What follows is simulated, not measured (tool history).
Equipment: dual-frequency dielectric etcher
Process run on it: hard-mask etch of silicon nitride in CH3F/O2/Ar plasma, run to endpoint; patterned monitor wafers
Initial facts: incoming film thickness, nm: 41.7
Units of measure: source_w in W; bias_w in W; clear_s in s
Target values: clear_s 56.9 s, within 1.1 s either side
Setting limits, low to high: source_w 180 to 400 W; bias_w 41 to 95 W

run	hour	source_w	bias_w	clear_s
1	0	290	68	62.71
2	6.9	300	69	61.187
3	12.1	260	69	65.18
4	14.7	240	69	68.158
5	18.1	260	70	64.537
6	21	260	75	62.928
7	27.7	270	75	61.56
8	33.6	280	75	60.857

Consider the 4 candidate settings below. Which is the only one whose results all fall within their allowed miss of target?
A	39.5	270	72	?
B	39.5	260	70	?
C	39.5	310	79	?
D	39.5	310	71	?

move	clear_s
A	63.131
B	64.97
C	57.165
D	60.033
A: misses by more than the last run did
B: misses by more than the last run did
C: all results in spec
D: closes in on the targets versus the last run, not all within tolerance yet
The move that meets every target is C.

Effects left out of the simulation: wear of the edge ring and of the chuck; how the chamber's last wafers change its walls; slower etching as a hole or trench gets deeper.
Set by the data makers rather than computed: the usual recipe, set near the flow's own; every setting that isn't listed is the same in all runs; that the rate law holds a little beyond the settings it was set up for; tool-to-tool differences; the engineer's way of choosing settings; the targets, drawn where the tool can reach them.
